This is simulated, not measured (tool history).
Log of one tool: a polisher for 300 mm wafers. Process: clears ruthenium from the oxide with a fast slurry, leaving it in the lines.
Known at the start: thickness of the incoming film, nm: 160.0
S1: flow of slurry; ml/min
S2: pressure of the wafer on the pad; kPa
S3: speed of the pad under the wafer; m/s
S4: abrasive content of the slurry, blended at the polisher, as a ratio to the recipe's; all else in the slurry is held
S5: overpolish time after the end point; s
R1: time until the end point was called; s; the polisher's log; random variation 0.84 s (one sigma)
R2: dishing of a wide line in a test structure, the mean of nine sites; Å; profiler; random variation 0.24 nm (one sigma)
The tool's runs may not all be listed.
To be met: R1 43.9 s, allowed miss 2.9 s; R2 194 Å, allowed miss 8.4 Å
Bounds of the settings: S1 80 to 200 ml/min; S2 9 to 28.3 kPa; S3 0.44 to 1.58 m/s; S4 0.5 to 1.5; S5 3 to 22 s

run	hour	S1	S2	S3	S4	S5	R1	R2
1	0	130	18.6	1	1	11	39.092	308.04
2	5.5	130	18.6	1	1.15	11	37.642	333
3	13.6	130	18.6	1	1.1	11	39.226	328.75
4	19.2	130	18.6	1.16	1.1	11	33.841	372.26
5	19.8	130	18.6	1.16	1.05	11	34.268	360.4
6	28	130	18.6	1.16	0.95	11	36.558	348.08
7	33.9	135	17.9	1.14	0.95	10	38.43	311.05
8	40	135	17.9	1.12	0.95	9	37.911	282.44

Which of these 4 next moves meets every target?
A	46.1	145	20.7	1.24	0.8	17	?	?
B	46.1	110	22.1	0.86	1.15	12	?	?
C	46.1	155	17.9	1.24	1.05	13	?	?
D	46.1	145	14.5	1.12	0.9	7	?	?

move	R1	R2
A	33.157	528.66
B	39.025	349.39
C	32.415	435.76
D	44.488	192.39
A: further off than the last run
B: further off than the last run
C: further off than the last run
D: meets every target
Move D is the one to make.
